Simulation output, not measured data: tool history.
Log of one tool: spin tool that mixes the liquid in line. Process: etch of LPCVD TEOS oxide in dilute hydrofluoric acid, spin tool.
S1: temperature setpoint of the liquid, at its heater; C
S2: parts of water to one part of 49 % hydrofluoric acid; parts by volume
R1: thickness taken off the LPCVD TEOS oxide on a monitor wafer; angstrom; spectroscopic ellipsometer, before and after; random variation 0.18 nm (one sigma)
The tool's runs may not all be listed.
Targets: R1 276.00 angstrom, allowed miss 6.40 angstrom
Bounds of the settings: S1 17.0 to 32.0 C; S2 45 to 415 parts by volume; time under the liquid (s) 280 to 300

{"run": 1, "hour": 0.0, "S1": 24.0, "S2": 230, "time under the liquid (s)": 280, "R1": 226.98}
{"run": 2, "hour": 5.3, "S1": 20.5, "S2": 230, "time under the liquid (s)": 280, "R1": 196.57}
{"run": 3, "hour": 12.2, "S1": 22.0, "S2": 230, "time under the liquid (s)": 280, "R1": 207.46}
{"run": 4, "hour": 15.8, "S1": 22.0, "S2": 230, "time under the liquid (s)": 280, "R1": 207.87}
{"run": 5, "hour": 21.4, "S1": 22.0, "S2": 230, "time under the liquid (s)": 280, "R1": 207.37}
{"run": 6, "hour": 25.1, "S1": 22.0, "S2": 285, "time under the liquid (s)": 280, "R1": 159.37}
{"run": 7, "hour": 31.5, "S1": 22.0, "S2": 285, "time under the liquid (s)": 280, "R1": 160.2}
{"run": 8, "hour": 36.2, "S1": 23.5, "S2": 280, "time under the liquid (s)": 280, "R1": 172.16}
{"run": 9, "hour": 38.1, "S1": 25.0, "S2": 275, "time under the liquid (s)": 280, "R1": 185.36}
{"run": 10, "hour": 41.5, "S1": 26.0, "S2": 270, "time under the liquid (s)": 280, "R1": 197.02}
{"run": 11, "hour": 49.8, "S1": 30.0, "S2": 240, "time under the liquid (s)": 280, "R1": 259.21}
{"run": 12, "hour": 53.1, "S1": 30.5, "S2": 240, "time under the liquid (s)": 280, "R1": 265.28}

5 next moves are on the table. One of them brings every result within its allowed miss. Which?
{"run": "A", "hour": 56.4, "S1": 29.0, "S2": 225, "time under the liquid (s)": 300, "R1": "?"}
{"run": "B", "hour": 56.4, "S1": 30.0, "S2": 245, "time under the liquid (s)": 280, "R1": "?"}
{"run": "C", "hour": 56.4, "S1": 28.0, "S2": 230, "time under the liquid (s)": 280, "R1": "?"}
{"run": "D", "hour": 56.4, "S1": 31.0, "S2": 250, "time under the liquid (s)": 300, "R1": "?"}
{"run": "E", "hour": 56.4, "S1": 30.0, "S2": 225, "time under the liquid (s)": 285, "R1": "?"}

move=A R1=293.29
move=B R1=254.07
move=C R1=257.23
move=D R1=274.16
move=E R1=288.30
A: takes the result that was furthest off past its target
B: further off than the last run
C: further off than the last run
D: meets every target
E: takes the result that was furthest off past its target
Move D is the one to make.
